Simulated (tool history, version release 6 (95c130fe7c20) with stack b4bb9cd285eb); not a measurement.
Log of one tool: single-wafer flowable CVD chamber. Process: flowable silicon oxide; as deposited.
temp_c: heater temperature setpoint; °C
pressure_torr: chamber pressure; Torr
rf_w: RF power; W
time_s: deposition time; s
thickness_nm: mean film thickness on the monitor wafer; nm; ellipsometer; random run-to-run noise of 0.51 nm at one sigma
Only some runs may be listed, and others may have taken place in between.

Run 1, hour 0.0: temp_c 110 °C, pressure_torr 0.756 Torr, rf_w 2190 W, time_s 641 s. Result: thickness_nm 265.12 nm.
Run 2, hour 6.4: temp_c 102 °C, pressure_torr 0.756 Torr, rf_w 2190 W, time_s 641 s. Result: thickness_nm 358.20 nm.
Run 3, hour 8.2: temp_c 102 °C, pressure_torr 0.756 Torr, rf_w 2490 W, time_s 641 s. Result: thickness_nm 365.12 nm.
Run 4, hour 13.4: temp_c 102 °C, pressure_torr 0.846 Torr, rf_w 2490 W, time_s 641 s. Result: thickness_nm 406.83 nm.
Run 5, hour 18.3: temp_c 106 °C, pressure_torr 0.844 Torr, rf_w 2490 W, time_s 641 s. Result: thickness_nm 348.80 nm.
At hour 20.6: capacitance manometer re-zeroed and calibrated.
Run 6, hour 20.6: temp_c 106 °C, pressure_torr 0.944 Torr, rf_w 2490 W, time_s 641 s. Result: thickness_nm 367.59 nm.
Run 7, hour 28.3: temp_c 106 °C, pressure_torr 0.944 Torr, rf_w 2490 W, time_s 641 s. Result: thickness_nm 369.15 nm.
Run 8, hour 29.3: temp_c 110 °C, pressure_torr 0.942 Torr, rf_w 2490 W, time_s 641 s. Result: thickness_nm 315.31 nm.
Run 9, hour 35.3: temp_c 113 °C, pressure_torr 0.941 Torr, rf_w 2490 W, time_s 641 s. Result: thickness_nm 281.07 nm.
Run 10, hour 42.7: temp_c 115 °C, pressure_torr 0.940 Torr, rf_w 2490 W, time_s 641 s. Result: thickness_nm 262.58 nm.

Run 11 has not been measured yet. What should we expect?
Run 11, hour 45.2: temp_c 117 °C, pressure_torr 0.939 Torr, rf_w 2490 W, time_s 641 s. Result: thickness_nm ?.

{"run 11": {"thickness_nm": 244.24}}
